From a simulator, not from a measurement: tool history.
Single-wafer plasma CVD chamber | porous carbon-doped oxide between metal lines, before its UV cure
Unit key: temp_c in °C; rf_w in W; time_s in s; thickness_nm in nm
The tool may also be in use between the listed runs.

Run 1, day 0.000: temp_c 295 °C, rf_w 645 W, time_s 32.2 s. Result: thickness_nm 214.49 nm.
Run 2, day 0.358: temp_c 292 °C, rf_w 650 W, time_s 32.2 s. Result: thickness_nm 219.09 nm.
Run 3, day 0.462: temp_c 290 °C, rf_w 655 W, time_s 32.2 s. Result: thickness_nm 222.36 nm.
Run 4, day 0.579: temp_c 288 °C, rf_w 660 W, time_s 32.2 s. Result: thickness_nm 225.53 nm.
Run 5, day 0.929: temp_c 286 °C, rf_w 665 W, time_s 32.2 s. Result: thickness_nm 229.62 nm.
Run 6, day 0.988: temp_c 284 °C, rf_w 665 W, time_s 32.2 s. Result: thickness_nm 231.66 nm.
Run 7, day 1.321: temp_c 283 °C, rf_w 665 W, time_s 32.2 s. Result: thickness_nm 231.82 nm.
Run 8, day 1.558: temp_c 282 °C, rf_w 670 W, time_s 32.2 s. Result: thickness_nm 235.41 nm.
Run 9, day 1.612: temp_c 281 °C, rf_w 670 W, time_s 32.2 s. Result: thickness_nm 236.24 nm.
At day 1.925: thermocouple changed; heater temperature recalibrated.
Run 10, day 1.925: temp_c 280 °C, rf_w 670 W, time_s 32.2 s. Result: thickness_nm 240.65 nm.
Run 11, day 2.038: temp_c 279 °C, rf_w 670 W, time_s 32.2 s. Result: thickness_nm 241.86 nm.

Run 12, settings as shown, results not yet in. Your forecast:
Run 12, day 2.104: temp_c 278 °C, rf_w 670 W, time_s 32.2 s. Result: thickness_nm ?.

Run 12 gave thickness_nm 244.09 nm.
